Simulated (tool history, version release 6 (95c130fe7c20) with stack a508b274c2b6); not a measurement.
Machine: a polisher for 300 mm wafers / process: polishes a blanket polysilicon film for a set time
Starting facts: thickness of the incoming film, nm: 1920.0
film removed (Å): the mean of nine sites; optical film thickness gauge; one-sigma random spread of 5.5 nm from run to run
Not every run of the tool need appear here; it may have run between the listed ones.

run	day	flow of slurry (ml/min)	pressure of the wafer on the pad (kPa)	speed of the pad under the wafer (cm/s)	polishing time (s)	film removed (Å)
1	0.000	260	19.3	104	51	3479.7
2	0.171	260	20.7	106	51	3795.8
3	0.500	260	22.1	108	51	4146.9
4	0.804	260	22.1	108	53	4311.3
5	1.162	260	23.4	110	53	4637.1
6	1.496	260	23.4	98	53	4189.7
7	1.854	260	24.1	100	53	4400.6

Estimate the outcome of run 8 from the log above:
8	2.142	280	29.6	118	53	?

Run 8 yielded film removed (Å) 6304.2.
